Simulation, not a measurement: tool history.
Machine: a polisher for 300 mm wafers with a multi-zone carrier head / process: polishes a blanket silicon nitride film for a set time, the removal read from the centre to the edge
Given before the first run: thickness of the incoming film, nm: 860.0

run  hour  flow of slurry (ml/min)  pressure of the head's centre zone  pressure of the head's middle zone  pressure of the head's edge zone  polishing time (s)  film removed at the wafer's centre (angstrom)  film removed at mid-radius (angstrom)  film removed at the wafer's edge (angstrom)
  1   0.0                      140                                1.00                                1.00                              1.00                  75                                         883.54                                 830.36                                       852.04
  2   5.8                      135                                0.98                                1.00                              0.99                  74                                         849.62                                 816.94                                       841.14
  3   7.8                      135                                0.97                                1.01                              0.98                  73                                         828.54                                 815.51                                       811.31
  4  10.7                      130                                0.95                                1.01                              0.98                  73                                         790.90                                 805.96                                       814.69
  5  15.8                      130                                0.95                                1.01                              0.98                  58                                         630.40                                 649.65                                       645.82
  6  16.5                      130                                0.95                                0.95                              0.98                  58                                         617.87                                 603.64                                       640.29

Forecast run 7:
     23.9  -- centre zone pressure recalibrated
  7  23.9                      170                                0.85                                1.05                              1.05                  59                                              ?                                      ?                                            ?

For run 7 the tool returned film removed at the wafer's centre (angstrom) 575.86, film removed at mid-radius (angstrom) 721.31, film removed at the wafer's edge (angstrom) 699.39.

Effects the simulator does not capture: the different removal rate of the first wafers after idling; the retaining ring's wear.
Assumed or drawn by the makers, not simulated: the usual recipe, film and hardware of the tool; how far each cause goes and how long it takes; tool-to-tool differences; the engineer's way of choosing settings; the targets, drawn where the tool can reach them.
